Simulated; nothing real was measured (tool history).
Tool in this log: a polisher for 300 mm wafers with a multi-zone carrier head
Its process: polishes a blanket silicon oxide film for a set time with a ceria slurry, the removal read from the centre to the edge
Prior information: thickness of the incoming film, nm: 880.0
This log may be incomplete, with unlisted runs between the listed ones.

run    day  flow of slurry (ml/min)  pressure of the head's centre zone  pressure of the head's middle zone  pressure of the head's edge zone  polishing time (s)  film removed at the wafer's centre (Å)  film removed at mid-radius (Å)  film removed at the wafer's edge (Å)
  1      0                      160                                   1                                   1                                 1                  57                                  3032.3                          2692.3                                  2841
  2   0.25                      150                                0.98                                0.99                                 1                  53                                  2779.2                          2435.3                                2576.3
  3  0.438                      150                                0.98                                0.99                                 1                  44                                  2284.1                          2005.3                                2165.6
  4  0.617                      145                                0.96                                   1                              1.02                  42                                  2147.3                          1923.8                                2072.1
  5  0.925                      170                                0.96                                   1                              1.02                  42                                  2213.3                          1981.5                                2117.6
  6  1.025                      170                                0.96                                1.06                              1.02                  42                                  2188.4                            2075                                2115.5
  7  1.258                      160                                0.94                                1.06                              1.04                  40                                  2014.4                            1968                                2029.9
  8  1.517                      115                                0.84                                0.99                              1.07                  26                                  1109.6                          1146.4                                1277.9
  9  1.858                      125                                0.84                                   1                              1.09                  26                                    1117                          1164.9                                  1320
 10  2.142                      135                                0.84                                1.01                               1.1                  26                                  1153.4                          1213.1                                1331.9
 11  2.433                      135                                0.84                                1.01                              1.11                  27                                  1189.2                          1255.3                                  1372
 12  2.792                      135                                0.84                                1.01                              1.12                  28                                  1241.5                          1291.3                                  1429
 13  2.938                      135                                0.84                                1.01                              1.13                  28                                  1241.3                          1282.5                                1437.4
 14  3.208                      135                                0.84                                1.02                              1.14                  28                                  1227.8                          1292.1                                1485.5

Predict the results of run 15:
 15  3.25                      135                                0.84                                1.03                              1.14                  28                                       ?                               ?                                     ?

{"run 15": {"film removed at the wafer's centre (Å)": 1225.1, "film removed at mid-radius (Å)": 1347.5, "film removed at the wafer's edge (Å)": 1454.3}}
